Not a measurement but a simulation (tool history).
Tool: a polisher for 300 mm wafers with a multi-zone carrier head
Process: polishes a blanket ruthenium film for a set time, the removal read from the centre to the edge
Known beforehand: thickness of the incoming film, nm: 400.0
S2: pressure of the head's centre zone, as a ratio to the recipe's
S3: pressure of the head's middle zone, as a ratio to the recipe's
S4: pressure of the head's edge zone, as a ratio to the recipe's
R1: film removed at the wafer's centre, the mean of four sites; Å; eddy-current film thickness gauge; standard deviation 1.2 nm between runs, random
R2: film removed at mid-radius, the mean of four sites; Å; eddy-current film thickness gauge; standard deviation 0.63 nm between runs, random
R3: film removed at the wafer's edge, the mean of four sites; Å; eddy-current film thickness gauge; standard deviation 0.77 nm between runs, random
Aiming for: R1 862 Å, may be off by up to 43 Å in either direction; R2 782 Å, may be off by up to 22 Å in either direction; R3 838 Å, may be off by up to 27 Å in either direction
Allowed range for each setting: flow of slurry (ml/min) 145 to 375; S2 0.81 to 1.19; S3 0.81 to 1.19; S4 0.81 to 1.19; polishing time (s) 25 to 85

Run 1, hour 0: flow of slurry (ml/min) 240, S2 1, S3 1, S4 1, polishing time (s) 55. Result: R1 683.32 Å, R2 697.8 Å, R3 670.12 Å.
Run 2, hour 5.9: flow of slurry (ml/min) 240, S2 1, S3 1, S4 1, polishing time (s) 47. Result: R1 587.14 Å, R2 609.19 Å, R3 575.01 Å.
Run 3, hour 9.2: flow of slurry (ml/min) 240, S2 1, S3 1, S4 1, polishing time (s) 39. Result: R1 491.2 Å, R2 493.28 Å, R3 481.23 Å.
Run 4, hour 17: flow of slurry (ml/min) 245, S2 1.01, S3 0.99, S4 1.02, polishing time (s) 42. Result: R1 528.82 Å, R2 533.16 Å, R3 534.66 Å.
Run 5, hour 18.4: flow of slurry (ml/min) 245, S2 1.01, S3 0.99, S4 1.02, polishing time (s) 55. Result: R1 703.53 Å, R2 708.82 Å, R3 683.16 Å.
Run 6, hour 25.8: flow of slurry (ml/min) 245, S2 1.01, S3 1.03, S4 1.02, polishing time (s) 55. Result: R1 682.94 Å, R2 719.14 Å, R3 684.3 Å.
Run 7, hour 32: flow of slurry (ml/min) 255, S2 1.03, S3 1.03, S4 1.04, polishing time (s) 55. Result: R1 736.01 Å, R2 726.52 Å, R3 694.17 Å.
At hour 38.1: slurry nozzle cleaned.
Run 8, hour 38.1: flow of slurry (ml/min) 260, S2 1.03, S3 1.02, S4 1.06, polishing time (s) 56. Result: R1 744.16 Å, R2 770.17 Å, R3 743.11 Å.

Of the 4 settings listed for the next run, only one would bring every result within its allowed miss of target. Which one?
Run A, hour 44.2: flow of slurry (ml/min) 310, S2 1.11, S3 0.91, S4 0.81, polishing time (s) 66. Result: R1 ?, R2 ?, R3 ?.
Run B, hour 44.2: flow of slurry (ml/min) 215, S2 1.05, S3 1.01, S4 1.12, polishing time (s) 63. Result: R1 ?, R2 ?, R3 ?.
Run C, hour 44.2: flow of slurry (ml/min) 145, S2 1.06, S3 0.94, S4 1.09, polishing time (s) 66. Result: R1 ?, R2 ?, R3 ?.
Run D, hour 44.2: flow of slurry (ml/min) 260, S2 0.88, S3 0.87, S4 1.18, polishing time (s) 63. Result: R1 ?, R2 ?, R3 ?.

move      R1      R2      R3
   A  1000.7  836.24  775.44
   B  869.08  840.84  838.79
   C  870.44  790.33  837.41
   D  742.54  757.47     876
A: nearer the targets than the last run, but a result is still out of spec
B: meets the target for the result that was furthest off, but another lies outside its allowed miss
C: in spec on every target
D: takes the biggest miss from the last run beyond its target
Move C is the one to make.
